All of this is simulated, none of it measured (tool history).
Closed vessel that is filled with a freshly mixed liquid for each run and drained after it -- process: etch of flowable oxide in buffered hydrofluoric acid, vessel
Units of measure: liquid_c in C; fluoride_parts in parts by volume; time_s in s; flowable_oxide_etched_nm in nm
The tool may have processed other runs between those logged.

{"run": 1, "hour": 0.0, "liquid_c": 24.0, "fluoride_parts": 11.0, "time_s": 105, "flowable_oxide_etched_nm": 201.89}
{"run": 2, "hour": 4.4, "liquid_c": 24.0, "fluoride_parts": 11.0, "time_s": 105, "flowable_oxide_etched_nm": 204.11}
{"run": 3, "hour": 10.8, "liquid_c": 25.5, "fluoride_parts": 10.0, "time_s": 105, "flowable_oxide_etched_nm": 241.34}
{"run": 4, "hour": 12.1, "liquid_c": 25.5, "fluoride_parts": 10.0, "time_s": 110, "flowable_oxide_etched_nm": 252.93}
{"run": 5, "hour": 18.3, "liquid_c": 25.5, "fluoride_parts": 13.0, "time_s": 110, "flowable_oxide_etched_nm": 195.16}
{"run": 6, "hour": 24.0, "liquid_c": 25.5, "fluoride_parts": 15.5, "time_s": 110, "flowable_oxide_etched_nm": 164.71}
{"run": 7, "hour": 27.7, "liquid_c": 27.0, "fluoride_parts": 14.0, "time_s": 110, "flowable_oxide_etched_nm": 195.85}
{"run": 8, "hour": 36.3, "liquid_c": 28.0, "fluoride_parts": 12.5, "time_s": 110, "flowable_oxide_etched_nm": 229.86}
{"run": 9, "hour": 38.5, "liquid_c": 29.0, "fluoride_parts": 11.5, "time_s": 110, "flowable_oxide_etched_nm": 265.78}

What will run 10 give?
{"run": 10, "hour": 47.7, "liquid_c": 32.0, "fluoride_parts": 8.0, "time_s": 110, "flowable_oxide_etched_nm": "?"}

flowable_oxide_etched_nm: 433.40 nm
